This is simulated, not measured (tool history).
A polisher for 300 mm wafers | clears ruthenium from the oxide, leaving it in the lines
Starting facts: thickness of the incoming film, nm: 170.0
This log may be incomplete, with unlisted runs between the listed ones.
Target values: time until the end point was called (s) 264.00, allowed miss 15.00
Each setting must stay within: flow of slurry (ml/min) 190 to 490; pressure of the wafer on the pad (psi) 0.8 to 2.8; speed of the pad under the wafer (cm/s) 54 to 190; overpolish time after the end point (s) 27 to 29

run,hour,flow of slurry (ml/min),pressure of the wafer on the pad (psi),speed of the pad under the wafer (cm/s),overpolish time after the end point (s),time until the end point was called (s)
1,0.0,315,1.8,122,27,147.06
2,7.4,315,1.6,120,27,166.80
3,11.7,315,1.6,138,27,145.86
4,14.6,315,1.6,138,27,141.72
5,18.6,315,1.5,134,27,154.12
6,25.4,315,1.4,128,27,173.99
7,26.5,315,1.3,126,27,191.20
8,34.7,315,1.2,126,27,206.30
9,36.4,315,1.1,126,27,222.01
10,43.4,315,0.8,124,27,300.30

Below are 4 possible settings for the next run. Only one of them brings all results inside the allowed miss of their targets. Which is it?
A,50.4,325,0.8,102,27,?
B,50.4,405,1.2,114,29,?
C,50.4,370,0.8,142,27,?
D,50.4,320,0.8,110,27,?

move,time until the end point was called (s)
A,359.18
B,219.06
C,258.22
D,334.32
A: moves away from the targets compared with the last run
B: takes the result that was furthest off past its target
C: meets every target
D: moves away from the targets compared with the last run
The move that meets every target is C.
